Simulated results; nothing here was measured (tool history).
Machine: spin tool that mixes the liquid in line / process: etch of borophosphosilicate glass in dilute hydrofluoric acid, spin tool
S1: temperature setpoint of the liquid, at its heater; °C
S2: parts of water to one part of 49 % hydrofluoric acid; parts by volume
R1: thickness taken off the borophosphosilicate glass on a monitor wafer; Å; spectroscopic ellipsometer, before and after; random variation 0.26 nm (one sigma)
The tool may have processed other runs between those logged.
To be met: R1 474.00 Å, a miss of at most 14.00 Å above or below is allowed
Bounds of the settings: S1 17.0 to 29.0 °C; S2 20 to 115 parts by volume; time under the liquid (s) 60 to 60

run 1 day=0.000 | S1=21.0 S2=65 time_under_the_liquid_(s)=60 | R1=247.86
run 2 day=0.342 | S1=21.0 S2=65 time_under_the_liquid_(s)=60 | R1=249.30
run 3 day=0.550 | S1=23.5 S2=60 time_under_the_liquid_(s)=60 | R1=300.57
run 4 day=0.633 | S1=23.5 S2=60 time_under_the_liquid_(s)=60 | R1=300.63
run 5 day=0.808 | S1=25.0 S2=55 time_under_the_liquid_(s)=60 | R1=349.52
run 6 day=0.933 | S1=25.0 S2=55 time_under_the_liquid_(s)=60 | R1=353.64
-- day=1.112 thermometer replaced
run 7 day=1.112 | S1=26.5 S2=55 time_under_the_liquid_(s)=60 | R1=346.15
run 8 day=1.271 | S1=27.0 S2=50 time_under_the_liquid_(s)=60 | R1=390.85

4 next moves are on the table. One of them brings every result within its allowed miss. Which?
run A day=1.429 | S1=27.0 S2=45 time_under_the_liquid_(s)=60 | R1=?
run B day=1.429 | S1=27.5 S2=45 time_under_the_liquid_(s)=60 | R1=?
run C day=1.429 | S1=29.0 S2=45 time_under_the_liquid_(s)=60 | R1=?
run D day=1.429 | S1=24.5 S2=40 time_under_the_liquid_(s)=60 | R1=?

move=A R1=440.20
move=B R1=449.16
move=C R1=476.92
move=D R1=450.29
A: closes in on the targets versus the last run, not all within tolerance yet
B: closes in on the targets versus the last run, not all within tolerance yet
C: every result within its allowed miss
D: closes in on the targets versus the last run, not all within tolerance yet
So the answer is move C, the one that meets all the targets.
